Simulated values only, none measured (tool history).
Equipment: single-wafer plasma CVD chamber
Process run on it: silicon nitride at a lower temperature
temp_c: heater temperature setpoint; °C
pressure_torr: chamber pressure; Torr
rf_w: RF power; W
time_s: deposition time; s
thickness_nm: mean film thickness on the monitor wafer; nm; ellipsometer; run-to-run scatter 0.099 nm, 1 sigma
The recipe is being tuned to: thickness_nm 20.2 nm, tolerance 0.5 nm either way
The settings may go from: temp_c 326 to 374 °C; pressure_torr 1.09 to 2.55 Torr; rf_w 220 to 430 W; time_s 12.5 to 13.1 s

| run | hour | temp_c | pressure_torr | rf_w | time_s | thickness_nm |
|---|---|---|---|---|---|---|
| 1 | 0 | 350 | 1.82 | 325 | 13.1 | 18.169 |
| 2 | 5.4 | 350 | 2 | 325 | 13.1 | 18.482 |
| 3 | 13.7 | 350 | 2.02 | 330 | 13.1 | 18.777 |
| 4 | 18.8 | 350 | 2.05 | 330 | 13.1 | 18.619 |
| 5 | 23.9 | 340 | 2.05 | 330 | 13.1 | 19.092 |
| 6 | 28.5 | 340 | 2.05 | 330 | 12.5 | 18.03 |
| 7 | 29.4 | 340 | 2.07 | 335 | 12.5 | 18.24 |
| 8 | 37.1 | 340 | 2.09 | 340 | 12.5 | 18.571 |

Pick the move, out of 5, that brings all results within their allowed miss; only one does.
| A | 44.8 | 341 | 2.18 | 375 | 13.1 | ? |
| B | 44.8 | 350 | 2.03 | 345 | 12.9 | ? |
| C | 44.8 | 347 | 2.09 | 390 | 12.9 | ? |
| D | 44.8 | 338 | 2.03 | 320 | 12.5 | ? |
| E | 44.8 | 347 | 2.07 | 360 | 13.1 | ? |

| move | thickness_nm |
|---|---|
| A | 21.35 |
| B | 19.273 |
| C | 21.408 |
| D | 17.608 |
| E | 20.378 |
A: takes the result that was furthest off past its target
B: closer than the last run, but not yet in spec
C: takes the result that was furthest off past its target
D: moves away from the targets compared with the last run
E: each result inside its tolerance
Answer: E
